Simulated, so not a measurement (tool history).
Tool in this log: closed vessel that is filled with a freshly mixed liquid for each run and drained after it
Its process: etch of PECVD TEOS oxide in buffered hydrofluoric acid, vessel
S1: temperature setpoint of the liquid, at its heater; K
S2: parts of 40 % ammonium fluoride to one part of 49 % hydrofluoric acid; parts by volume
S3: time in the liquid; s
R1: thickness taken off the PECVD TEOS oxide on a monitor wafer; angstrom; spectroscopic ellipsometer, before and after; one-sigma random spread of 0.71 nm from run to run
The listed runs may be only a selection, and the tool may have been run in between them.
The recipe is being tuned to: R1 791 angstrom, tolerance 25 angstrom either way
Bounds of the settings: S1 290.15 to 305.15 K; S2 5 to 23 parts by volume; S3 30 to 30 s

{"run": 1, "day": 0.0, "S1": 297.15, "S2": 14, "S3": 30, "R1": 542.54}
{"run": 2, "day": 0.038, "S1": 297.15, "S2": 14, "S3": 30, "R1": 543.81}
{"run": 3, "day": 0.408, "S1": 297.15, "S2": 14, "S3": 30, "R1": 536.39}
{"run": 4, "day": 0.688, "S1": 299.15, "S2": 14, "S3": 30, "R1": 612.15}
{"run": 5, "day": 0.871, "S1": 301.15, "S2": 14, "S3": 30, "R1": 673.78}
{"run": 6, "day": 1.117, "S1": 301.15, "S2": 14, "S3": 30, "R1": 672.84}
{"run": 7, "day": 1.425, "S1": 302.15, "S2": 14, "S3": 30, "R1": 712.38}
{"run": 8, "day": 1.529, "S1": 302.65, "S2": 14, "S3": 30, "R1": 719.38}
{"run": 9, "day": 1.829, "S1": 302.65, "S2": 14, "S3": 30, "R1": 723.95}
{"run": 10, "day": 1.871, "S1": 303.15, "S2": 14, "S3": 30, "R1": 749.75}

Of the 4 settings listed for the next run, only one would bring every result within its allowed miss of target. Which one?
{"run": "A", "day": 1.912, "S1": 303.15, "S2": 12.5, "S3": 30, "R1": "?"}
{"run": "B", "day": 1.912, "S1": 303.15, "S2": 15, "S3": 30, "R1": "?"}
{"run": "C", "day": 1.912, "S1": 304.15, "S2": 14, "S3": 30, "R1": "?"}
{"run": "D", "day": 1.912, "S1": 304.15, "S2": 16, "S3": 30, "R1": "?"}

move=A R1=833.35
move=B R1=697.19
move=C R1=786.06
move=D R1=689.68
A: takes the result that was furthest off past its target
B: further off than the last run
C: every result within its allowed miss
D: further off than the last run
C is the move that brings every result within its allowed miss.
